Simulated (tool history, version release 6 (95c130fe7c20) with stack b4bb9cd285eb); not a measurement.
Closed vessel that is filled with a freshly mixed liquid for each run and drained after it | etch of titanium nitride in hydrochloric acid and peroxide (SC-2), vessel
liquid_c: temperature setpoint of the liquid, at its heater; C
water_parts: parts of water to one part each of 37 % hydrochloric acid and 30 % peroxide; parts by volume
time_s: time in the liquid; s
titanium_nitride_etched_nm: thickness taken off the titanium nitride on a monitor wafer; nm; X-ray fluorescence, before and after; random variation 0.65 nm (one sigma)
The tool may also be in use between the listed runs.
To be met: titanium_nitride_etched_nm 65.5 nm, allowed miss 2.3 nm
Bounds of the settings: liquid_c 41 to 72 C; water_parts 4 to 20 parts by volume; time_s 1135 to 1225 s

| run | day | liquid_c | water_parts | time_s | titanium_nitride_etched_nm |
|---|---|---|---|---|---|
| 1 | 0 | 57 | 11 | 1135 | 35.712 |
| 2 | 0.271 | 59 | 11 | 1135 | 40.542 |
| 3 | 0.592 | 60.5 | 11 | 1135 | 44.439 |
| 4 | 0.871 | 60.5 | 7.5 | 1135 | 59.649 |
| 5 | 0.992 | 61 | 7.5 | 1135 | 64.004 |
| 6 | 1.312 | 65 | 7.5 | 1135 | 80.065 |
| 7 | 1.529 | 64.5 | 7.5 | 1135 | 78.201 |
| 8 | 1.817 | 61 | 7.5 | 1135 | 63.292 |

Which of these 4 next moves meets every target?
| A | 2.104 | 52.5 | 4 | 1135 | ? |
| B | 2.104 | 59.5 | 6.5 | 1175 | ? |
| C | 2.104 | 58.5 | 6.5 | 1135 | ? |
| D | 2.104 | 55.5 | 5 | 1145 | ? |

| move | titanium_nitride_etched_nm |
|---|---|
| A | 57.513 |
| B | 65.908 |
| C | 59.77 |
| D | 60.449 |
A: further off than the last run
B: meets every target
C: further off than the last run
D: further off than the last run
Move B is the one to make.

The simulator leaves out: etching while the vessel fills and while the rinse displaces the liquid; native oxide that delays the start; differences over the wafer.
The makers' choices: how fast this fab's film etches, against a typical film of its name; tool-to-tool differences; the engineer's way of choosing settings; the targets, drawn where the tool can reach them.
